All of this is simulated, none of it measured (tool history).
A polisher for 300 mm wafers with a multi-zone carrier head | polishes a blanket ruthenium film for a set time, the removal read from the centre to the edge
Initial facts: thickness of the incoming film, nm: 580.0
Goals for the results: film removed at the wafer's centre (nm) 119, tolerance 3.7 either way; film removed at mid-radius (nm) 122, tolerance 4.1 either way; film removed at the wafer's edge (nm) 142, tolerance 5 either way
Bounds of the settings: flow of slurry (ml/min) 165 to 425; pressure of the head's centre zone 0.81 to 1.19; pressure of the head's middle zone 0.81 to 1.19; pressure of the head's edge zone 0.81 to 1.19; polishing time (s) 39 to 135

run  hour  flow of slurry (ml/min)  pressure of the head's centre zone  pressure of the head's middle zone  pressure of the head's edge zone  polishing time (s)  film removed at the wafer's centre (nm)  film removed at mid-radius (nm)  film removed at the wafer's edge (nm)
  1     0                      275                                   1                                   1                                 1                  87                                   108.52                           109.13                                 109.02
  2   5.9                      275                                   1                                1.03                                 1                  87                                   108.08                           112.07                                 109.27
  3  12.1                      275                                   1                                1.03                              1.04                  87                                   105.67                           112.98                                  110.2
  4  17.1                      275                                0.99                                0.99                              1.08                  92                                   112.61                           114.12                                 117.73
  5  22.5                      275                                0.96                                0.97                              1.11                  96                                   114.36                            116.8                                 124.89
  6  24.5                      280                                0.94                                0.96                              1.13                  98                                   115.92                           119.67                                 128.73
  7  26.2                      280                                0.92                                0.94                              1.15                 100                                    116.1                           118.45                                 132.69
     35.1  -- worn pad replaced by a new one
  8  35.1                      280                                0.92                                0.94                              1.15                 100                                   128.55                            132.6                                 143.72
  9  39.1                      250                                0.91                                0.93                              1.16                  99                                   124.21                           128.12                                 143.17
 10  44.2                      255                                 0.9                                0.92                              1.17                  98                                   121.43                           126.55                                 143.16

Which single option among these 4 for the next run brings every result within its allowed miss of target? Just one does.
  A  49.3                      290                                0.97                                0.93                              1.12                  94                                        ?                                ?                                      ?
  B  49.3                      215                                0.97                                0.92                              1.13                  99                                        ?                                ?                                      ?
  C  49.3                      225                                0.89                                 0.9                              1.19                  98                                        ?                                ?                                      ?
  D  49.3                      185                                0.91                                0.98                              1.13                 105                                        ?                                ?                                      ?

move  film removed at the wafer's centre (nm)  film removed at mid-radius (nm)  film removed at the wafer's edge (nm)
   A                                   128.19                           123.04                                 135.81
   B                                   129.22                           123.46                                 139.36
   C                                   120.46                           120.87                                 141.72
   D                                   126.65                           134.56                                 144.89
A: puts the biggest miss on target and leaves a different result outside tolerance
B: puts the biggest miss on target and leaves a different result outside tolerance
C: each result inside its tolerance
D: lands further from the targets than the last run did
C meets every target.
